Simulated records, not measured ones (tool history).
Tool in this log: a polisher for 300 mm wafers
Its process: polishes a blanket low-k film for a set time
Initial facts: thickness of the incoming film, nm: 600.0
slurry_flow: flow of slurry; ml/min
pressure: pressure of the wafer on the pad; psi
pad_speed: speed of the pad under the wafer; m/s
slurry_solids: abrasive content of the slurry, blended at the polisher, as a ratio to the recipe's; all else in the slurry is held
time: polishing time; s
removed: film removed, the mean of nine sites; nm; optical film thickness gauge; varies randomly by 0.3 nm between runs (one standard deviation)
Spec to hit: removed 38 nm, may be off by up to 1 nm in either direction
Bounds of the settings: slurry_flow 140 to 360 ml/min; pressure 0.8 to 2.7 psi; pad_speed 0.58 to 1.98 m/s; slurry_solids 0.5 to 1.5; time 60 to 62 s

run 1 hour=0 | slurry_flow=230 pressure=1.7 pad_speed=1.28 slurry_solids=1 time=60 | removed=22.267
run 2 hour=1.2 | slurry_flow=235 pressure=1.9 pad_speed=1.28 slurry_solids=1 time=60 | removed=24.875
run 3 hour=3.8 | slurry_flow=240 pressure=2.1 pad_speed=1.28 slurry_solids=1 time=60 | removed=27.222
run 4 hour=5 | slurry_flow=240 pressure=2.3 pad_speed=1.3 slurry_solids=1 time=60 | removed=30.405
run 5 hour=7.1 | slurry_flow=240 pressure=1.9 pad_speed=1.3 slurry_solids=1 time=60 | removed=25.469
run 6 hour=7.7 | slurry_flow=260 pressure=2.1 pad_speed=1.3 slurry_solids=1 time=60 | removed=27.858
run 7 hour=16 | slurry_flow=260 pressure=2.3 pad_speed=1.3 slurry_solids=1 time=60 | removed=30.808
run 8 hour=22.9 | slurry_flow=265 pressure=2.4 pad_speed=1.3 slurry_solids=1 time=60 | removed=31.973
run 9 hour=27 | slurry_flow=265 pressure=2.5 pad_speed=1.32 slurry_solids=1 time=60 | removed=33.53
run 10 hour=31 | slurry_flow=265 pressure=2.6 pad_speed=1.34 slurry_solids=1 time=60 | removed=35.023
run 11 hour=33.8 | slurry_flow=265 pressure=2.6 pad_speed=1.36 slurry_solids=1 time=60 | removed=35.923

Exactly one of the 4 candidate moves below puts every result within its allowed miss. Which one?
run A hour=36.6 | slurry_flow=265 pressure=2.7 pad_speed=1.48 slurry_solids=0.9 time=62 | removed=?
run B hour=36.6 | slurry_flow=270 pressure=2.6 pad_speed=1.28 slurry_solids=1 time=62 | removed=?
run C hour=36.6 | slurry_flow=245 pressure=2.6 pad_speed=1.3 slurry_solids=1.05 time=60 | removed=?
run D hour=36.6 | slurry_flow=285 pressure=2.7 pad_speed=1.32 slurry_solids=1 time=60 | removed=?

move=A removed=38.277
move=B removed=35.413
move=C removed=35.408
move=D removed=36.63
A: all results in spec
B: further off than the last run
C: further off than the last run
D: closer than the last run, but not yet in spec
Move A is the one to make.
